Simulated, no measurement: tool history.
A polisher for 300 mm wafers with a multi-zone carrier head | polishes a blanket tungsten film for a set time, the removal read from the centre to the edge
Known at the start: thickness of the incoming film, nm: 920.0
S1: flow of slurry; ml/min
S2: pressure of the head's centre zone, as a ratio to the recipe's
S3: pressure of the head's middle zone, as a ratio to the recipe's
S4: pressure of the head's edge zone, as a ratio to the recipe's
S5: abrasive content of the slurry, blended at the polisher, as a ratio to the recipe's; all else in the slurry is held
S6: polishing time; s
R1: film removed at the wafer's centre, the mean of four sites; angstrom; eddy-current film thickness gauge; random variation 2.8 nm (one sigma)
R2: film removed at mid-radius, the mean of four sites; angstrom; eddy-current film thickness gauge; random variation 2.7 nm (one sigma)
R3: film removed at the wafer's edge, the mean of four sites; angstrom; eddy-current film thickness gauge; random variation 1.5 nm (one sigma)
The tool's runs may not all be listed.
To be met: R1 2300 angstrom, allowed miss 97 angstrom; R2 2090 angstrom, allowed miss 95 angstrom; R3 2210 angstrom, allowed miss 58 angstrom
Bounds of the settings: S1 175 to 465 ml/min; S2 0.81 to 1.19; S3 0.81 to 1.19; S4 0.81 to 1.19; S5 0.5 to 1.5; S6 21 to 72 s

run 1 hour=0 | S1=295 S2=1 S3=1 S4=1 S5=1 S6=46 | R1=1488.5 R2=1549.7 R3=1534.1
run 2 hour=7.9 | S1=255 S2=1 S3=1 S4=1 S5=1 S6=46 | R1=1430.2 R2=1483.9 R3=1512.1
run 3 hour=11.5 | S1=255 S2=1 S3=1 S4=0.94 S5=1 S6=46 | R1=1457.3 R2=1512.2 R3=1466.5
run 4 hour=19.4 | S1=255 S2=1 S3=1 S4=0.94 S5=0.8 S6=46 | R1=1377.9 R2=1384.6 R3=1387.9
run 5 hour=27.2 | S1=255 S2=1 S3=1 S4=0.94 S5=0.7 S6=46 | R1=1322.4 R2=1358 R3=1327.1
run 6 hour=35 | S1=270 S2=1.04 S3=1 S4=0.99 S5=0.95 S6=48 | R1=1542.5 R2=1532.2 R3=1552.5
run 7 hour=36.4 | S1=295 S2=1.08 S3=1 S4=1.02 S5=1.1 S6=49 | R1=1771.3 R2=1657.9 R3=1700
run 8 hour=39.4 | S1=295 S2=1.08 S3=1 S4=1.02 S5=1.1 S6=49 | R1=1755.2 R2=1685 R3=1684.6
run 9 hour=44 | S1=305 S2=1.1 S3=0.99 S4=1.06 S5=1.2 S6=50 | R1=1869.6 R2=1731.9 R3=1805.4
run 10 hour=52.8 | S1=315 S2=1.11 S3=1 S4=1.09 S5=1.3 S6=51 | R1=1969.6 R2=1821.7 R3=1919.1
run 11 hour=57.2 | S1=325 S2=1.13 S3=1.01 S4=1.11 S5=1.35 S6=52 | R1=2092.6 R2=1912 R3=1994.3

5 next moves are on the table. One of them brings every result within its allowed miss. Which?
run A hour=61.6 | S1=405 S2=1.14 S3=1.02 S4=1.15 S5=1.35 S6=56 | R1=? R2=? R3=?
run B hour=61.6 | S1=335 S2=1.18 S3=1.06 S4=1.06 S5=1.5 S6=53 | R1=? R2=? R3=?
run C hour=61.6 | S1=395 S2=1.1 S3=0.98 S4=1.13 S5=1.3 S6=53 | R1=? R2=? R3=?
run D hour=61.6 | S1=400 S2=1.15 S3=0.94 S4=1.19 S5=1.45 S6=51 | R1=? R2=? R3=?
run E hour=61.6 | S1=350 S2=1.01 S3=1.08 S4=1.16 S5=1.3 S6=60 | R1=? R2=? R3=?

move=A R1=2280.1 R2=2092.2 R3=2220.8
move=B R1=2258.6 R2=2066.3 R3=2048
move=C R1=2055.9 R2=1896.4 R3=2059.9
move=D R1=2132.1 R2=1820.4 R3=2099.3
move=E R1=2113.4 R2=2295.6 R3=2342.3
A: meets every target
B: nearer than the last run, and not there yet
C: nearer than the last run, and not there yet
D: nearer than the last run, and not there yet
E: takes the result that was furthest off past its target
The right move is A.
